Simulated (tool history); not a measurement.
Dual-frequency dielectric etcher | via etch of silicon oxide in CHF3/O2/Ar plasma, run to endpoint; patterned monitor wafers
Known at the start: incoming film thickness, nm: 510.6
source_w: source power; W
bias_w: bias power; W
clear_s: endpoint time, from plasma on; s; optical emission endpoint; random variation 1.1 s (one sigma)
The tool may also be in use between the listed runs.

| run | hour | source_w | bias_w | clear_s |
|---|---|---|---|---|
| 1 | 0 | 660 | 120 | 304.4 |
| 2 | 7.1 | 630 | 120 | 310.19 |
| 3 | 11.8 | 610 | 120 | 315.43 |
| 4 | 16.7 | 540 | 120 | 329.18 |
| 5 | 18.8 | 530 | 120 | 332.79 |
| 6 | 21.9 | 530 | 139 | 317.21 |
| 7 | 28.9 | 530 | 139 | 317.41 |
| 8 | 31.5 | 520 | 138 | 320.37 |
| 9 | 32.7 | 510 | 137 | 323.84 |
| 10 | 37.4 | 500 | 136 | 326.13 |
| 11 | 39.3 | 490 | 135 | 330.56 |
| 12 | 43.1 | 480 | 135 | 331.77 |
| 13 | 46.2 | 470 | 134 | 337.64 |

The next listed run, before its measurement:
| 14 | 48.9 | 460 | 134 | ? |

{"run 14": {"clear_s": 339.81}}
